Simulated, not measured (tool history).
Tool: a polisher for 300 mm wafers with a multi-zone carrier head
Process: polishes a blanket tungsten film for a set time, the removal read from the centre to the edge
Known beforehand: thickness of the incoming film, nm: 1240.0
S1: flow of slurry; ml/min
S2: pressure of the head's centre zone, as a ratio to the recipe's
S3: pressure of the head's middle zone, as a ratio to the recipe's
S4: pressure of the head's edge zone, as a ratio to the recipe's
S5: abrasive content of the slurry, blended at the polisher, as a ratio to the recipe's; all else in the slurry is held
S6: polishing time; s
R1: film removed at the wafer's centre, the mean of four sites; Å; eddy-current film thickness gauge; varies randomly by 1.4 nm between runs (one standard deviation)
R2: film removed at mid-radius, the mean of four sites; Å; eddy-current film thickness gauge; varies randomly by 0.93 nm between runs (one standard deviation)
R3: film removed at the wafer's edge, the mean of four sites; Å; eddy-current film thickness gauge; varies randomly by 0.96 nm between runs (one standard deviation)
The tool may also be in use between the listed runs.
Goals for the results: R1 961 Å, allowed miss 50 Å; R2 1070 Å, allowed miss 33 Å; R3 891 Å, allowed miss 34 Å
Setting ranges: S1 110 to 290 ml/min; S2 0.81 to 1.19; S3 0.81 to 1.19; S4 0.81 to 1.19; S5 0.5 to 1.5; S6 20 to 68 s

| run | hour | S1 | S2 | S3 | S4 | S5 | S6 | R1 | R2 | R3 |
|---|---|---|---|---|---|---|---|---|---|---|
| 1 | 0 | 185 | 1 | 1 | 1 | 1 | 44 | 1546.3 | 1513.1 | 1462.7 |
| 2 | 1.4 | 185 | 0.98 | 1.02 | 0.95 | 0.85 | 40 | 1358 | 1326.3 | 1225.9 |
| 3 | 5.5 | 175 | 0.93 | 1.04 | 0.92 | 0.75 | 38 | 1139.7 | 1178.7 | 1095.2 |
| 4 | 6.6 | 170 | 0.92 | 1.07 | 0.89 | 0.65 | 37 | 1000.5 | 1136.6 | 961.34 |
| 5 | 11.4 | 160 | 0.93 | 1.06 | 0.87 | 0.65 | 37 | 1016.5 | 1092.2 | 954.56 |
| 6 | 15.9 | 160 | 0.93 | 1.14 | 0.87 | 0.65 | 37 | 1022.1 | 1167.2 | 953.35 |
| 7 | 20.7 | 135 | 0.92 | 1.08 | 0.81 | 0.55 | 37 | 883.96 | 974.89 | 842.76 |
| 8 | 29.7 | 150 | 0.92 | 1.08 | 0.82 | 0.55 | 37 | 917.85 | 1010.9 | 840.28 |
| 9 | 30.5 | 155 | 0.92 | 1.08 | 0.84 | 0.55 | 37 | 928.5 | 1030 | 860.28 |
| 10 | 39.3 | 160 | 0.92 | 1.08 | 0.85 | 0.55 | 37 | 928.93 | 1036.5 | 866.41 |
| 11 | 44.8 | 180 | 0.93 | 1.09 | 0.87 | 0.6 | 37 | 1016.7 | 1119.7 | 927.82 |
| 12 | 46.4 | 180 | 0.93 | 1.09 | 0.87 | 0.6 | 37 | 997.2 | 1100 | 932.88 |
| 13 | 54 | 180 | 0.93 | 1.09 | 0.87 | 0.6 | 37 | 1007.4 | 1113.4 | 914.91 |
| 14 | 56.7 | 175 | 0.93 | 1.09 | 0.86 | 0.6 | 37 | 999.53 | 1093.3 | 926.55 |

Exactly one of the 5 candidate moves below puts every result within its allowed miss. Which one?
| A | 59.4 | 175 | 0.87 | 1.13 | 0.87 | 0.5 | 41 | ? | ? | ? |
| B | 59.4 | 215 | 0.92 | 1.08 | 0.84 | 0.65 | 34 | ? | ? | ? |
| C | 59.4 | 110 | 0.81 | 1 | 0.91 | 0.7 | 40 | ? | ? | ? |
| D | 59.4 | 160 | 0.96 | 1.02 | 0.81 | 0.7 | 37 | ? | ? | ? |
| E | 59.4 | 155 | 0.88 | 0.98 | 0.89 | 0.8 | 35 | ? | ? | ? |

| move | R1 | R2 | R3 |
|---|---|---|---|
| A | 956.46 | 1130.4 | 934.6 |
| B | 986.42 | 1067.4 | 896.01 |
| C | 913.45 | 1047.7 | 1016.2 |
| D | 1084.2 | 1085.6 | 955.16 |
| E | 1000.3 | 1041.6 | 990.69 |
A: lands further from the targets than the last run did
B: all results land within tolerance of their targets
C: lands further from the targets than the last run did
D: lands further from the targets than the last run did
E: lands further from the targets than the last run did
Move B is the one to make.
